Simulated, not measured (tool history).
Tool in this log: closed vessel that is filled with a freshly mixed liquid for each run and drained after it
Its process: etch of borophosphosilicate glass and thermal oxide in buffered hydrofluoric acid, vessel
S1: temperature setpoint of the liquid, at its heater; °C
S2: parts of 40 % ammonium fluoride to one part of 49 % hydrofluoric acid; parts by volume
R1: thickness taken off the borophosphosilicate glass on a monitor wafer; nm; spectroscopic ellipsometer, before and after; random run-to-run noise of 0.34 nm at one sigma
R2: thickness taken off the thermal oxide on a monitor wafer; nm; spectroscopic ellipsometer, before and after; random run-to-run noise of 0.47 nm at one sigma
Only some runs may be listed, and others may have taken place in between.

{"run": 1, "hour": 0.0, "S1": 23, "S2": 18, "time in the liquid (s)": 60, "R1": 62.204, "R2": 36.517}
{"run": 2, "hour": 8.5, "S1": 23, "S2": 23, "time in the liquid (s)": 60, "R1": 50.784, "R2": 30.096}
{"run": 3, "hour": 15.1, "S1": 25, "S2": 22.5, "time in the liquid (s)": 60, "R1": 57.236, "R2": 33.908}
{"run": 4, "hour": 18.8, "S1": 25, "S2": 19.5, "time in the liquid (s)": 60, "R1": 63.189, "R2": 37.76}
{"run": 5, "hour": 27.4, "S1": 26.5, "S2": 19, "time in the liquid (s)": 60, "R1": 70.822, "R2": 42.54}
{"run": 6, "hour": 34.2, "S1": 26.5, "S2": 23, "time in the liquid (s)": 60, "R1": 61.525, "R2": 36.84}
{"run": 7, "hour": 40.9, "S1": 27.5, "S2": 22.5, "time in the liquid (s)": 60, "R1": 65.64, "R2": 38.405}
{"run": 8, "hour": 42.6, "S1": 28.5, "S2": 22, "time in the liquid (s)": 60, "R1": 69.702, "R2": 42.695}
{"run": 9, "hour": 45.2, "S1": 29, "S2": 21.5, "time in the liquid (s)": 60, "R1": 73.024, "R2": 43.22}

Run 10 is up next; what results do you expect?
{"run": 10, "hour": 53.9, "S1": 29, "S2": 21.5, "time in the liquid (s)": 60, "R1": "?", "R2": "?"}

R1: 73.413 nm
R2: 44.072 nm

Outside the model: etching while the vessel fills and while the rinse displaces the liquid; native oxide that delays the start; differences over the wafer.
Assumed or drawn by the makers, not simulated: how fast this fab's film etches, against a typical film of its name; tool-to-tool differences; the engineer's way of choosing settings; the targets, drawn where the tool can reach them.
